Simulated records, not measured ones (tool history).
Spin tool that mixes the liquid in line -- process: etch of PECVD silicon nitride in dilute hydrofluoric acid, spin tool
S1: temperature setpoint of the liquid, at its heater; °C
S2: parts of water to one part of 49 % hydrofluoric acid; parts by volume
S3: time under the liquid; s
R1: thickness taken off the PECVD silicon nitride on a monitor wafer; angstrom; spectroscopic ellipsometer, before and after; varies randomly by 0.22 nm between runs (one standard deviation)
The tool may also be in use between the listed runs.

Run 1, day 0: S1 25 °C, S2 45 parts by volume, S3 305 s. Result: R1 369.76 angstrom.
Run 2, day 0.217: S1 23.5 °C, S2 45 parts by volume, S3 305 s. Result: R1 334.58 angstrom.
Run 3, day 0.588: S1 20.5 °C, S2 45 parts by volume, S3 305 s. Result: R1 268.15 angstrom.
Run 4, day 0.896: S1 23 °C, S2 45 parts by volume, S3 305 s. Result: R1 323.98 angstrom.
Run 5, day 1.217: S1 22 °C, S2 45 parts by volume, S3 305 s. Result: R1 301.72 angstrom.
Run 6, day 1.525: S1 21.5 °C, S2 45 parts by volume, S3 305 s. Result: R1 293.15 angstrom.
At day 1.754: hydrofluoric acid flow meter replaced.
Run 7, day 1.754: S1 21 °C, S2 45 parts by volume, S3 305 s. Result: R1 305.92 angstrom.

What does the tool deliver on the next run?
Run 8, day 1.958: S1 20.5 °C, S2 45 parts by volume, S3 305 s. Result: R1 ?.

{"run 8": {"R1": 292.3}}

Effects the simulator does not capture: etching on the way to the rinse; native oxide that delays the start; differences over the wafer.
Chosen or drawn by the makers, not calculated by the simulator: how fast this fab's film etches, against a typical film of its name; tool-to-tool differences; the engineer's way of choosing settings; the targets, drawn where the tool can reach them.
